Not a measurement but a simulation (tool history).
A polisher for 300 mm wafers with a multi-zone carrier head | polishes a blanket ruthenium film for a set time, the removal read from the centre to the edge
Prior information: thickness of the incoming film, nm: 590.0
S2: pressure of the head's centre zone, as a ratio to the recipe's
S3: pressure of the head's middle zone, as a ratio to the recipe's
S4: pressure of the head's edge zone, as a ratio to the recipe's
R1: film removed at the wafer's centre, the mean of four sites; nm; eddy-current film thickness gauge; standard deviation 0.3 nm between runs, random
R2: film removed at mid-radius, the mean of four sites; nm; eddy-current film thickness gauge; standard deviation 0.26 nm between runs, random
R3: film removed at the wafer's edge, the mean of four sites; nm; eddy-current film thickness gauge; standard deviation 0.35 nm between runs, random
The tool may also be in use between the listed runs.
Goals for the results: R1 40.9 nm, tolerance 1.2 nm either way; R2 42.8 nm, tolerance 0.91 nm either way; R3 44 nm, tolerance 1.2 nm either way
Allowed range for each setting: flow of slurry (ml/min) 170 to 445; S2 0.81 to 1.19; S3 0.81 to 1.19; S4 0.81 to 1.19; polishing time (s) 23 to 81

run 1 hour=0 | flow_of_slurry_(ml/min)=285 S2=1 S3=1 S4=1 polishing_time_(s)=52 | R1=52.56 R2=51.71 R3=52.705
run 2 hour=1.8 | flow_of_slurry_(ml/min)=285 S2=1.06 S3=1 S4=1 polishing_time_(s)=52 | R1=54.975 R2=52.643 R3=51.681
run 3 hour=7.8 | flow_of_slurry_(ml/min)=285 S2=1.06 S3=0.93 S4=1 polishing_time_(s)=52 | R1=54.964 R2=48.976 R3=52.674
run 4 hour=11 | flow_of_slurry_(ml/min)=285 S2=1.06 S3=0.93 S4=1 polishing_time_(s)=58 | R1=61.159 R2=55.146 R3=58.513
run 5 hour=13.3 | flow_of_slurry_(ml/min)=275 S2=1.01 S3=0.94 S4=0.96 polishing_time_(s)=55 | R1=56.427 R2=53.174 R3=53.942
run 6 hour=14.2 | flow_of_slurry_(ml/min)=220 S2=1.01 S3=0.94 S4=0.96 polishing_time_(s)=55 | R1=52.962 R2=51.288 R3=52.815
run 7 hour=19.6 | flow_of_slurry_(ml/min)=220 S2=0.91 S3=0.86 S4=0.86 polishing_time_(s)=47 | R1=41.528 R2=40.101 R3=43.202
run 8 hour=21.5 | flow_of_slurry_(ml/min)=265 S2=0.88 S3=0.92 S4=0.88 polishing_time_(s)=47 | R1=40.611 R2=44.131 R3=44.712
run 9 hour=28.8 | flow_of_slurry_(ml/min)=265 S2=0.88 S3=0.92 S4=0.88 polishing_time_(s)=47 | R1=40.783 R2=43.885 R3=44.55

Which of these 4 next moves meets every target?
run A hour=36.1 | flow_of_slurry_(ml/min)=285 S2=0.92 S3=0.92 S4=0.93 polishing_time_(s)=48 | R1=? R2=? R3=?
run B hour=36.1 | flow_of_slurry_(ml/min)=310 S2=0.86 S3=0.88 S4=0.84 polishing_time_(s)=47 | R1=? R2=? R3=?
run C hour=36.1 | flow_of_slurry_(ml/min)=195 S2=0.94 S3=0.95 S4=0.84 polishing_time_(s)=49 | R1=? R2=? R3=?
run D hour=36.1 | flow_of_slurry_(ml/min)=210 S2=0.84 S3=0.91 S4=0.9 polishing_time_(s)=51 | R1=? R2=? R3=?

move=A R1=44.108 R2=45.288 R3=46.256
move=B R1=40.74 R2=43.142 R3=43.562
move=C R1=43.341 R2=45.003 R3=43.29
move=D R1=40.831 R2=45.779 R3=46.941
A: lands further from the targets than the last run did
B: all results in spec
C: lands further from the targets than the last run did
D: lands further from the targets than the last run did
Correct choice: B, which meets every target
